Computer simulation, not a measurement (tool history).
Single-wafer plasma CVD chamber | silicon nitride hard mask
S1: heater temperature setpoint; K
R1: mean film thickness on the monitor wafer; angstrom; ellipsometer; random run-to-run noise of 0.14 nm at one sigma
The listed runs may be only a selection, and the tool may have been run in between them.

run 1 hour=0 | S1=663.15 chamber_pressure_(Pa)=271 RF_power_(W)=350 deposition_time_(s)=17.6 | R1=228.08
run 2 hour=4.2 | S1=663.15 chamber_pressure_(Pa)=284 RF_power_(W)=355 deposition_time_(s)=17.6 | R1=234.18
run 3 hour=12.6 | S1=663.15 chamber_pressure_(Pa)=296 RF_power_(W)=360 deposition_time_(s)=17.6 | R1=235.49
run 4 hour=13.3 | S1=663.15 chamber_pressure_(Pa)=301 RF_power_(W)=370 deposition_time_(s)=17.6 | R1=239.49
run 5 hour=19.6 | S1=667.15 chamber_pressure_(Pa)=301 RF_power_(W)=370 deposition_time_(s)=17.6 | R1=243.74
run 6 hour=27.5 | S1=668.15 chamber_pressure_(Pa)=308 RF_power_(W)=375 deposition_time_(s)=17.6 | R1=245.51

Run 7 is up next; what results do you expect?
run 7 hour=34.2 | S1=668.15 chamber_pressure_(Pa)=308 RF_power_(W)=375 deposition_time_(s)=17.6 | R1=?

Run 7 gave R1 245.65 angstrom.

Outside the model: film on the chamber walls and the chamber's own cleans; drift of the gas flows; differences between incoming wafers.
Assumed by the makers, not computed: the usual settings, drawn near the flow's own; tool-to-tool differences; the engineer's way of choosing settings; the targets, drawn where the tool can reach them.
